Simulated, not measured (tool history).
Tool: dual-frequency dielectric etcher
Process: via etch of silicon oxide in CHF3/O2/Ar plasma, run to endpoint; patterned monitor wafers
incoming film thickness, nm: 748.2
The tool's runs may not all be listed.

run 1 hour=0.0 | source_power_(W)=870 bias_power_(W)=178 | endpoint_time_(s)=322.74
run 2 hour=3.0 | source_power_(W)=940 bias_power_(W)=185 | endpoint_time_(s)=304.32
run 3 hour=5.7 | source_power_(W)=990 bias_power_(W)=187 | endpoint_time_(s)=297.90
run 4 hour=11.2 | source_power_(W)=1030 bias_power_(W)=190 | endpoint_time_(s)=290.67
run 5 hour=18.2 | source_power_(W)=1160 bias_power_(W)=190 | endpoint_time_(s)=278.66
run 6 hour=21.6 | source_power_(W)=1160 bias_power_(W)=168 | endpoint_time_(s)=293.70
run 7 hour=30.1 | source_power_(W)=1180 bias_power_(W)=175 | endpoint_time_(s)=284.80

Run 8 comes next. What will it give?
run 8 hour=31.1 | source_power_(W)=1190 bias_power_(W)=180 | endpoint_time_(s)=?

{"run 8": {"endpoint time (s)": 280.85}}
